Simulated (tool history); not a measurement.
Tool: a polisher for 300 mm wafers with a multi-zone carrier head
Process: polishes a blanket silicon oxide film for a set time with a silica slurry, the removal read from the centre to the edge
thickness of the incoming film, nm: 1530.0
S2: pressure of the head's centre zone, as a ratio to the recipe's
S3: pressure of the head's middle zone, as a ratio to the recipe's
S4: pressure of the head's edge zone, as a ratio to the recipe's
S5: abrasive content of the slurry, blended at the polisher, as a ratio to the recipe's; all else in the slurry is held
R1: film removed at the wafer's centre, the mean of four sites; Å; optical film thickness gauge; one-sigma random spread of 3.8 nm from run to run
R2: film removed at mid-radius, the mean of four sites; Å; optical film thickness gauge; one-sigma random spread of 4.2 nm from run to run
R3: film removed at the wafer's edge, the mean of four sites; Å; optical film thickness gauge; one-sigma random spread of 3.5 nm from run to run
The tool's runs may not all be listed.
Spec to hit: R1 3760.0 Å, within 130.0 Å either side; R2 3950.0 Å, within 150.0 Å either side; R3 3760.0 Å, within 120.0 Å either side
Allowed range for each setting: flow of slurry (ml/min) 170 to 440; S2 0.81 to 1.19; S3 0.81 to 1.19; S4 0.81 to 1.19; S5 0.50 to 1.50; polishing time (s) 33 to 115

run 1 hour=0.0 | flow_of_slurry_(ml/min)=280 S2=1.00 S3=1.00 S4=1.00 S5=1.00 polishing_time_(s)=73 | R1=2961.0 R2=2848.8 R3=2831.5
run 2 hour=3.6 | flow_of_slurry_(ml/min)=250 S2=1.00 S3=1.00 S4=1.00 S5=1.00 polishing_time_(s)=73 | R1=2861.5 R2=2819.0 R3=2789.4
run 3 hour=5.4 | flow_of_slurry_(ml/min)=250 S2=1.00 S3=1.00 S4=1.00 S5=1.15 polishing_time_(s)=73 | R1=3088.9 R2=2937.3 R3=2989.5
run 4 hour=13.6 | flow_of_slurry_(ml/min)=250 S2=1.09 S3=1.00 S4=1.00 S5=1.15 polishing_time_(s)=73 | R1=3394.2 R2=2991.7 R3=3012.8
run 5 hour=19.0 | flow_of_slurry_(ml/min)=250 S2=1.09 S3=1.00 S4=0.95 S5=1.15 polishing_time_(s)=73 | R1=3388.2 R2=3011.8 R3=2920.9
run 6 hour=23.3 | flow_of_slurry_(ml/min)=260 S2=1.08 S3=1.03 S4=0.98 S5=1.20 polishing_time_(s)=73 | R1=3354.5 R2=3037.4 R3=2970.6
run 7 hour=28.6 | flow_of_slurry_(ml/min)=260 S2=1.08 S3=1.03 S4=0.98 S5=1.20 polishing_time_(s)=73 | R1=3356.4 R2=3114.4 R3=3022.4
run 8 hour=35.6 | flow_of_slurry_(ml/min)=265 S2=1.09 S3=1.06 S4=1.00 S5=1.25 polishing_time_(s)=73 | R1=3472.3 R2=3169.4 R3=3062.2
run 9 hour=43.8 | flow_of_slurry_(ml/min)=265 S2=1.07 S3=1.08 S4=1.01 S5=1.30 polishing_time_(s)=75 | R1=3577.7 R2=3391.0 R3=3228.0
run 10 hour=47.8 | flow_of_slurry_(ml/min)=265 S2=1.06 S3=1.09 S4=1.03 S5=1.35 polishing_time_(s)=76 | R1=3710.9 R2=3567.6 R3=3359.8

Exercise: of the 5 proposed moves below, exactly one satisfies all targets within the stated allowed misses. Which move is it?
run A hour=51.8 | flow_of_slurry_(ml/min)=320 S2=0.97 S3=1.18 S4=0.98 S5=1.35 polishing_time_(s)=86 | R1=? R2=? R3=?
run B hour=51.8 | flow_of_slurry_(ml/min)=315 S2=0.98 S3=0.99 S4=1.13 S5=1.15 polishing_time_(s)=88 | R1=? R2=? R3=?
run C hour=51.8 | flow_of_slurry_(ml/min)=245 S2=1.04 S3=1.00 S4=1.11 S5=1.20 polishing_time_(s)=83 | R1=? R2=? R3=?
run D hour=51.8 | flow_of_slurry_(ml/min)=385 S2=0.95 S3=1.04 S4=0.97 S5=1.50 polishing_time_(s)=82 | R1=? R2=? R3=?
run E hour=51.8 | flow_of_slurry_(ml/min)=250 S2=1.13 S3=1.02 S4=1.00 S5=1.35 polishing_time_(s)=76 | R1=? R2=? R3=?

move=A R1=3894.4 R2=4331.8 R3=3746.9
move=B R1=3768.4 R2=3671.9 R3=3854.5
move=C R1=3728.4 R2=3454.2 R3=3593.1
move=D R1=3841.4 R2=3988.5 R3=3745.9
move=E R1=3897.5 R2=3364.4 R3=3283.1
A: brings the result that was furthest off to its target, and leaves another outside
B: brings the result that was furthest off to its target, and leaves another outside
C: no better and no worse than the last run
D: every result within its allowed miss
E: its largest miss is bigger than the last run's
The right move is D.
